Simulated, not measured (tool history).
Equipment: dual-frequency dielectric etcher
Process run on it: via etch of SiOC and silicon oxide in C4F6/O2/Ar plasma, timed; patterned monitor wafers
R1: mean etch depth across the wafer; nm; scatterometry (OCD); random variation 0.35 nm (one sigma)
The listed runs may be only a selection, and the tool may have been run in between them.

run 1 hour=0 | source_power_(kW)=0.49 bias_power_(kW)=0.221 etch_time_(s)=74 | R1=89.475
run 2 hour=3.6 | source_power_(kW)=0.45 bias_power_(kW)=0.221 etch_time_(s)=74 | R1=85.787
run 3 hour=5 | source_power_(kW)=0.45 bias_power_(kW)=0.221 etch_time_(s)=74 | R1=85.946
run 4 hour=10.7 | source_power_(kW)=0.45 bias_power_(kW)=0.221 etch_time_(s)=77.5 | R1=89.984
run 5 hour=19.5 | source_power_(kW)=0.47 bias_power_(kW)=0.222 etch_time_(s)=77.5 | R1=91.959
run 6 hour=28.3 | source_power_(kW)=0.47 bias_power_(kW)=0.222 etch_time_(s)=74 | R1=87.547
run 7 hour=32.3 | source_power_(kW)=0.57 bias_power_(kW)=0.266 etch_time_(s)=75 | R1=101.94
run 8 hour=34.7 | source_power_(kW)=0.58 bias_power_(kW)=0.267 etch_time_(s)=75 | R1=103.93
run 9 hour=36.2 | source_power_(kW)=0.59 bias_power_(kW)=0.268 etch_time_(s)=75 | R1=104.34

Run 10 has not been measured yet. What should we expect?
run 10 hour=37.4 | source_power_(kW)=0.6 bias_power_(kW)=0.269 etch_time_(s)=75 | R1=?

For run 10 the tool returned R1 105.06 nm.

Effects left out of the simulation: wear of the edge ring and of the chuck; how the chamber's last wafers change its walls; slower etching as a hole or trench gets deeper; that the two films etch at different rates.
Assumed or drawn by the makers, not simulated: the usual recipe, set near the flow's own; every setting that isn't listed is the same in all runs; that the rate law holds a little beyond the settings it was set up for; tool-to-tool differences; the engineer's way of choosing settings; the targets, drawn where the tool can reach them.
